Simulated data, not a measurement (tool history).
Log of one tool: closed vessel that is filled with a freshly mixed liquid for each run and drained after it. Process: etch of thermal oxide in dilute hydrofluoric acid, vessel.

run,day,temperature setpoint of the liquid (°C),parts of water to one part of 49 % hydrofluoric acid (parts by volume),time in the liquid (s),thickness taken off the thermal oxide on a monitor wafer (angstrom)
1,0,25,280,800,108.14
2,0.375,23,320,800,85.609
3,0.6,23,320,590,62.215
4,0.967,26,320,590,69.352
5,1.279,26,400,590,51.636
6,1.538,26,400,800,69.798
7,1.858,23.5,410,800,61.789
8,2.012,22,425,800,56.558
9,2.408,22,425,800,55.59
10,2.742,21,430,800,53.39

The next listed run, before its measurement:
11,2.971,20,435,800,?

{"run 11": {"thickness taken off the thermal oxide on a monitor wafer (angstrom)": 50.532}}
